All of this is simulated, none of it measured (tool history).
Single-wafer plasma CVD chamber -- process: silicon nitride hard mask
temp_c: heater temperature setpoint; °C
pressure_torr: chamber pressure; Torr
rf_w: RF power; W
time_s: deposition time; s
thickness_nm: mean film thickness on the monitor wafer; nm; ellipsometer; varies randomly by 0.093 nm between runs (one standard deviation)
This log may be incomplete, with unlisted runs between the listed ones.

run,day,temp_c,pressure_torr,rf_w,time_s,thickness_nm
1,0.000,395,1.44,295,21.0,23.340
2,0.058,395,1.22,295,21.0,21.861
3,0.333,395,1.22,295,19.9,20.709
4,0.633,395,1.47,295,19.9,21.973
5,0.817,395,1.40,290,19.9,21.374
6,1.112,395,1.34,285,19.9,20.689
# day 1.450: thermocouple changed; heater temperature recalibrated
7,1.450,395,1.34,285,19.9,20.886

Estimate the outcome of run 8 from the log above:
8,1.721,395,1.28,280,19.9,?

thickness_nm: 20.105 nm
